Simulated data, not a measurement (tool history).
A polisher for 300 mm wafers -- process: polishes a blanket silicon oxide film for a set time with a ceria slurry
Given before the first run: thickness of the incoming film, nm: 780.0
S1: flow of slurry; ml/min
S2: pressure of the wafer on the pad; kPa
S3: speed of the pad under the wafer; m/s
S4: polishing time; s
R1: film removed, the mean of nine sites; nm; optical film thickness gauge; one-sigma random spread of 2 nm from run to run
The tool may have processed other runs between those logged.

run 1 hour=0.0 | S1=130 S2=27.6 S3=0.84 S4=33 | R1=140.69
run 2 hour=3.0 | S1=140 S2=31.0 S3=0.84 S4=33 | R1=158.85
run 3 hour=4.0 | S1=145 S2=33.8 S3=0.84 S4=33 | R1=171.65
run 4 hour=8.2 | S1=145 S2=35.9 S3=0.84 S4=33 | R1=185.33
run 5 hour=13.3 | S1=145 S2=37.2 S3=0.84 S4=33 | R1=193.94
run 6 hour=20.5 | S1=145 S2=37.9 S3=0.84 S4=33 | R1=191.81
run 7 hour=24.6 | S1=155 S2=38.6 S3=0.84 S4=33 | R1=198.24

Run 8 is up next; what results do you expect?
run 8 hour=30.0 | S1=155 S2=39.3 S3=0.84 S4=33 | R1=?

R1: 201.41 nm
